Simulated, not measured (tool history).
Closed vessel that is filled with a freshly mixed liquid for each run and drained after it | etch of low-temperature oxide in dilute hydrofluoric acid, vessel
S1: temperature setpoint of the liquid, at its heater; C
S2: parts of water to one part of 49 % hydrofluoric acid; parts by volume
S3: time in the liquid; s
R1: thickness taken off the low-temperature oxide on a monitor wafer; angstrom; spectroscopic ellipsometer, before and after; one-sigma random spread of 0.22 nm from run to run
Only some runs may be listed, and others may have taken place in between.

run	hour	S1	S2	S3	R1
1	0.0	25.0	120	165	374.10
2	9.2	24.5	120	165	366.44
3	16.7	24.0	120	165	357.36
4	23.1	24.0	120	180	392.66
5	25.2	23.5	120	180	383.52
6	28.3	23.0	120	180	377.95

For run 7, what comes out?
7	29.4	22.5	120	180	?

R1: 371.16 angstrom

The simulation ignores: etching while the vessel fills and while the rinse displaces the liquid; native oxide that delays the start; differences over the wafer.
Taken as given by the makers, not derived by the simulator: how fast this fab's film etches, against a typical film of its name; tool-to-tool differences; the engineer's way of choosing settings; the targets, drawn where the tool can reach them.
